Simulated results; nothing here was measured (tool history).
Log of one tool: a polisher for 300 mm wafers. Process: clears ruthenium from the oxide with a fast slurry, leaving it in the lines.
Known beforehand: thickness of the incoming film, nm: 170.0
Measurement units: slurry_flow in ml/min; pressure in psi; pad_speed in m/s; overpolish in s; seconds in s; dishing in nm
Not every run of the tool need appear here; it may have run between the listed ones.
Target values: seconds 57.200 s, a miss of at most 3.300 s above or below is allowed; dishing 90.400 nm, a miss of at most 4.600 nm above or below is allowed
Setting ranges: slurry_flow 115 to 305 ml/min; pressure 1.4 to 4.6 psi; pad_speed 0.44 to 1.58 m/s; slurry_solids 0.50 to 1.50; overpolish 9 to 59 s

{"run": 1, "hour": 0.0, "slurry_flow": 195, "pressure": 3.0, "pad_speed": 1.0, "slurry_solids": 1.0, "overpolish": 30, "seconds": 30.751, "dishing": 118.42}
{"run": 2, "hour": 0.6, "slurry_flow": 195, "pressure": 2.6, "pad_speed": 0.98, "slurry_solids": 1.0, "overpolish": 32, "seconds": 36.38, "dishing": 106.9}
{"run": 3, "hour": 5.2, "slurry_flow": 145, "pressure": 2.6, "pad_speed": 0.98, "slurry_solids": 1.0, "overpolish": 32, "seconds": 38.076, "dishing": 107.23}
{"run": 4, "hour": 13.0, "slurry_flow": 145, "pressure": 2.4, "pad_speed": 0.98, "slurry_solids": 1.0, "overpolish": 34, "seconds": 40.942, "dishing": 102.24}
{"run": 5, "hour": 14.8, "slurry_flow": 145, "pressure": 2.4, "pad_speed": 0.98, "slurry_solids": 1.2, "overpolish": 34, "seconds": 36.643, "dishing": 109.93}
{"run": 6, "hour": 18.1, "slurry_flow": 145, "pressure": 2.4, "pad_speed": 0.98, "slurry_solids": 1.35, "overpolish": 34, "seconds": 36.322, "dishing": 115.83}
{"run": 7, "hour": 20.4, "slurry_flow": 145, "pressure": 2.2, "pad_speed": 0.94, "slurry_solids": 1.35, "overpolish": 35, "seconds": 40.581, "dishing": 106.18}
{"run": 8, "hour": 25.4, "slurry_flow": 145, "pressure": 2.0, "pad_speed": 0.92, "slurry_solids": 1.35, "overpolish": 36, "seconds": 46.099, "dishing": 98.53}
{"run": 9, "hour": 34.0, "slurry_flow": 145, "pressure": 1.9, "pad_speed": 0.92, "slurry_solids": 1.35, "overpolish": 37, "seconds": 48.641, "dishing": 100.05}
{"run": 10, "hour": 37.6, "slurry_flow": 145, "pressure": 1.8, "pad_speed": 0.92, "slurry_solids": 1.35, "overpolish": 37, "seconds": 50.186, "dishing": 95.007}
{"run": 11, "hour": 39.1, "slurry_flow": 145, "pressure": 1.7, "pad_speed": 0.92, "slurry_solids": 1.35, "overpolish": 38, "seconds": 52.436, "dishing": 91.782}
{"run": 12, "hour": 46.8, "slurry_flow": 145, "pressure": 1.7, "pad_speed": 0.92, "slurry_solids": 1.35, "overpolish": 38, "seconds": 53.507, "dishing": 92.301}

Next run, 5 choices. One meets every target within its allowed miss, the rest don't. Which?
{"run": "A", "hour": 54.5, "slurry_flow": 155, "pressure": 1.4, "pad_speed": 0.88, "slurry_solids": 1.4, "overpolish": 45, "seconds": "?", "dishing": "?"}
{"run": "B", "hour": 54.5, "slurry_flow": 160, "pressure": 2.2, "pad_speed": 0.76, "slurry_solids": 1.2, "overpolish": 30, "seconds": "?", "dishing": "?"}
{"run": "C", "hour": 54.5, "slurry_flow": 160, "pressure": 1.6, "pad_speed": 1.06, "slurry_solids": 1.3, "overpolish": 29, "seconds": "?", "dishing": "?"}
{"run": "D", "hour": 54.5, "slurry_flow": 165, "pressure": 1.7, "pad_speed": 0.94, "slurry_solids": 1.35, "overpolish": 30, "seconds": "?", "dishing": "?"}
{"run": "E", "hour": 54.5, "slurry_flow": 165, "pressure": 1.6, "pad_speed": 0.9, "slurry_solids": 1.35, "overpolish": 40, "seconds": "?", "dishing": "?"}

move=A seconds=65.804 dishing=90.560
move=B seconds=52.115 dishing=78.445
move=C seconds=49.610 dishing=79.471
move=D seconds=51.693 dishing=78.987
move=E seconds=57.099 dishing=92.364
A: takes the biggest miss from the last run beyond its target
B: moves away from the targets compared with the last run
C: moves away from the targets compared with the last run
D: moves away from the targets compared with the last run
E: meets every target
Answer: E

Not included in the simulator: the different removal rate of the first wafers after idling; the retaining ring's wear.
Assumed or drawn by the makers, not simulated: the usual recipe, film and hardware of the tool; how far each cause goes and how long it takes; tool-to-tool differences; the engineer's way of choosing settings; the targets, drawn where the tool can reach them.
